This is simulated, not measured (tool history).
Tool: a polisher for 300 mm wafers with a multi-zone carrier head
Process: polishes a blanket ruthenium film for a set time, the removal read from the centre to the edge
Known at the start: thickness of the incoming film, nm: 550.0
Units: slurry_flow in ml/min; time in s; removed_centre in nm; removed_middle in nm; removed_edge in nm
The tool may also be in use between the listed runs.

| run | hour | slurry_flow | centre_zone | middle_zone | edge_zone | time | removed_centre | removed_middle | removed_edge |
|---|---|---|---|---|---|---|---|---|---|
| 1 | 0.0 | 180 | 1.00 | 1.00 | 1.00 | 62 | 92.241 | 92.323 | 97.118 |
| 2 | 2.5 | 210 | 1.06 | 1.01 | 1.03 | 66 | 107.580 | 103.670 | 105.510 |
| 3 | 5.2 | 210 | 1.06 | 0.97 | 1.03 | 66 | 107.730 | 99.852 | 105.770 |
| 4 | 13.9 | 220 | 1.10 | 0.97 | 1.06 | 70 | 119.550 | 106.010 | 115.770 |
| 5 | 17.6 | 220 | 1.10 | 0.90 | 1.06 | 70 | 120.430 | 98.536 | 114.750 |
| 6 | 25.6 | 220 | 1.10 | 0.90 | 1.06 | 62 | 105.940 | 88.225 | 100.720 |
| 7 | 28.5 | 235 | 1.13 | 0.93 | 1.06 | 67 | 119.080 | 97.759 | 111.000 |

Run 8, settings as shown, results not yet in. Your forecast:
| 8 | 33.0 | 250 | 1.15 | 0.96 | 1.05 | 70 | ? | ? | ? |

{"run 8": {"removed_centre": 126.5, "removed_middle": 108.01, "removed_edge": 115.21}}

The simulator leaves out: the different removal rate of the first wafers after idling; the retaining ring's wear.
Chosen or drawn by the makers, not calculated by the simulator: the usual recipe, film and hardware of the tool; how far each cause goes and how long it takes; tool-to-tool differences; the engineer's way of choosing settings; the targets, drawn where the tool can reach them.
